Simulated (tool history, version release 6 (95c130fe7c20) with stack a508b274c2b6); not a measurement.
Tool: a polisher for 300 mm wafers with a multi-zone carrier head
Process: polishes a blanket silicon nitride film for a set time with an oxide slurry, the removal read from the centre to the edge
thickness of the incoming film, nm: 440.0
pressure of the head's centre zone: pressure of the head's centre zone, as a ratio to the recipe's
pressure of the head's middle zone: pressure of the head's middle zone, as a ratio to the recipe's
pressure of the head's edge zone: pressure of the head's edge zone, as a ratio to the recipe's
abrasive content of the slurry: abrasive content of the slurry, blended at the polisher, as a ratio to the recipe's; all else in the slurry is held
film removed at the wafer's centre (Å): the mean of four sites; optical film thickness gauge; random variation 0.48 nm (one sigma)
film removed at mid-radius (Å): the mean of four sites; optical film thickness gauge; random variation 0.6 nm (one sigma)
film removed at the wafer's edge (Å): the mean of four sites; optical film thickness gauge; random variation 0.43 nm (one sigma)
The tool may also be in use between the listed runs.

run,hour,flow of slurry (ml/min),pressure of the head's centre zone,pressure of the head's middle zone,pressure of the head's edge zone,abrasive content of the slurry,polishing time (s),film removed at the wafer's centre (Å),film removed at mid-radius (Å),film removed at the wafer's edge (Å)
1,0.0,285,1.00,1.00,1.00,1.00,83,640.08,648.17,627.94
2,8.1,285,1.00,1.07,1.00,1.00,83,633.76,675.85,634.96
3,12.4,285,1.00,1.07,1.00,1.00,68,529.15,548.05,525.59
4,14.9,285,1.00,1.07,1.00,0.85,68,484.60,520.27,477.96
5,17.4,315,1.00,1.07,1.00,0.85,68,489.27,518.23,476.70
6,18.0,315,1.00,1.01,1.00,0.85,68,482.47,491.75,483.59
7,23.0,315,0.99,1.01,0.98,0.80,68,454.69,487.72,465.81
8,31.0,315,0.99,1.01,0.97,0.75,68,452.56,457.59,443.25
9,35.6,315,0.97,1.02,0.96,0.75,68,443.97,470.02,443.72
10,42.4,315,0.96,1.02,0.95,0.75,68,431.59,467.33,447.47

Forecast run 11:
11,45.3,305,0.95,1.07,0.85,0.60,68,?,?,?

{"run 11": {"film removed at the wafer's centre (Å)": 375.41, "film removed at mid-radius (Å)": 430.57, "film removed at the wafer's edge (Å)": 366.16}}
